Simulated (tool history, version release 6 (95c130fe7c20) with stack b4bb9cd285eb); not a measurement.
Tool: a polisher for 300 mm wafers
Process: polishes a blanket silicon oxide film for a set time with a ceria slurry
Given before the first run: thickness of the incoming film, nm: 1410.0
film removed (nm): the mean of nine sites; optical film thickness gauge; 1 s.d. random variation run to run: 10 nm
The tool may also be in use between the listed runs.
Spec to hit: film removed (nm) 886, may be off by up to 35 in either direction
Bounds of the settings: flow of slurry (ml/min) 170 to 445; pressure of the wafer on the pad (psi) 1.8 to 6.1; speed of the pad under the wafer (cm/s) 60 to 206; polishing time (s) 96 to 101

run	hour	flow of slurry (ml/min)	pressure of the wafer on the pad (psi)	speed of the pad under the wafer (cm/s)	polishing time (s)	film removed (nm)
1	0	285	3.9	132	96	688.69
2	5.2	285	3.9	116	96	632.47
3	10.2	285	3.1	116	96	539.43
4	18.1	285	2.6	116	96	486.42
5	20.6	315	2.6	116	96	489.57
6	27.8	315	3.5	118	96	602.91
7	33.8	325	4	120	96	653.42
8	38	325	5.1	126	96	800.75
9	42	325	5.3	126	96	849.2

5 candidate next runs follow, results not yet known. Just one meets every target within its allowed miss. Identify it.
A	46	320	5.3	130	97	?
B	46	275	5.4	118	97	?
C	46	330	5.6	128	101	?
D	46	285	5.3	142	101	?
E	46	315	5	124	98	?

move	film removed (nm)
A	864.01
B	798.31
C	927.24
D	961.08
E	802.84
A: meets every target
B: the biggest miss grows against the last run
C: the result that was furthest off in the last run now lies on the other side of its target
D: the result that was furthest off in the last run now lies on the other side of its target
E: the biggest miss grows against the last run
A meets every target.
